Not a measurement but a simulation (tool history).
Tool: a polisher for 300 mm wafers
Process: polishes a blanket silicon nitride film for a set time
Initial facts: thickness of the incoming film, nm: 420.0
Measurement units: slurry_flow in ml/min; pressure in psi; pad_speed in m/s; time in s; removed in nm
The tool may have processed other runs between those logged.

Run 1, day 0: slurry_flow 290 ml/min, pressure 4.1 psi, pad_speed 1.34 m/s, time 38 s. Result: removed 107.7 nm.
Run 2, day 0.125: slurry_flow 290 ml/min, pressure 4.5 psi, pad_speed 1.36 m/s, time 38 s. Result: removed 116.53 nm.
Run 3, day 0.392: slurry_flow 290 ml/min, pressure 4.8 psi, pad_speed 1.4 m/s, time 38 s. Result: removed 124.44 nm.
Run 4, day 0.671: slurry_flow 290 ml/min, pressure 5.1 psi, pad_speed 1.46 m/s, time 38 s. Result: removed 135.8 nm.
Run 5, day 0.95: slurry_flow 290 ml/min, pressure 5.8 psi, pad_speed 1.46 m/s, time 38 s. Result: removed 156.62 nm.
Run 6, day 1.167: slurry_flow 290 ml/min, pressure 5.8 psi, pad_speed 1.28 m/s, time 38 s. Result: removed 143.04 nm.
Run 7, day 1.425: slurry_flow 290 ml/min, pressure 5.9 psi, pad_speed 1.34 m/s, time 38 s. Result: removed 148.75 nm.
Run 8, day 1.662: slurry_flow 290 ml/min, pressure 6 psi, pad_speed 1.4 m/s, time 38 s. Result: removed 155.51 nm.
Run 9, day 1.712: slurry_flow 290 ml/min, pressure 6.1 psi, pad_speed 1.46 m/s, time 38 s. Result: removed 163.4 nm.
Run 10, day 1.9: slurry_flow 290 ml/min, pressure 6.1 psi, pad_speed 1.5 m/s, time 38 s. Result: removed 165.15 nm.
Run 11, day 2.183: slurry_flow 290 ml/min, pressure 6.1 psi, pad_speed 1.54 m/s, time 38 s. Result: removed 169.92 nm.
Run 12, day 2.475: slurry_flow 290 ml/min, pressure 6.1 psi, pad_speed 1.58 m/s, time 38 s. Result: removed 173.22 nm.
Run 13, day 2.504: slurry_flow 290 ml/min, pressure 6.1 psi, pad_speed 1.58 m/s, time 38 s. Result: removed 172.57 nm.
Run 14, day 2.671: slurry_flow 290 ml/min, pressure 6.1 psi, pad_speed 1.6 m/s, time 38 s. Result: removed 173.23 nm.
Run 15, day 2.767: slurry_flow 290 ml/min, pressure 6.1 psi, pad_speed 1.62 m/s, time 38 s. Result: removed 174.91 nm.

Forecast run 16:
Run 16, day 2.912: slurry_flow 290 ml/min, pressure 6.1 psi, pad_speed 1.64 m/s, time 38 s. Result: removed ?.

removed: 175.98 nm
